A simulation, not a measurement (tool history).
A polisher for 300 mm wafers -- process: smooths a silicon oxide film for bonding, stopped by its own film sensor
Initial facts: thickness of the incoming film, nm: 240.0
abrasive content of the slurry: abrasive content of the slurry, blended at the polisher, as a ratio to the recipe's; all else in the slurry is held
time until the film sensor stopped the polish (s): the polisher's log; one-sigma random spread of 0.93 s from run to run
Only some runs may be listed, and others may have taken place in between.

run,hour,flow of slurry (ml/min),pressure of the wafer on the pad (psi),speed of the pad under the wafer (m/s),abrasive content of the slurry,target thickness at which the film sensor stops the polish (angstrom),time until the film sensor stopped the polish (s)
1,0,215,2.7,1.06,1,1670,91.774
2,4.4,215,2.9,1.08,1,1670,83.216
3,10.2,215,2.9,1.2,1,1670,76.221
4,18.4,215,2.3,1.2,1,1670,94.675
5,26,215,2.6,1.22,1,1670,86.031
6,33.6,255,2.6,1.22,1,1670,82.941
# hour 42.2: worn pad replaced by a new one
7,42.2,255,2.8,1.22,1,1670,75.479

What will run 8 give?
8,47.7,255,2.9,1.22,1,1670,?

time until the film sensor stopped the polish (s): 74.604
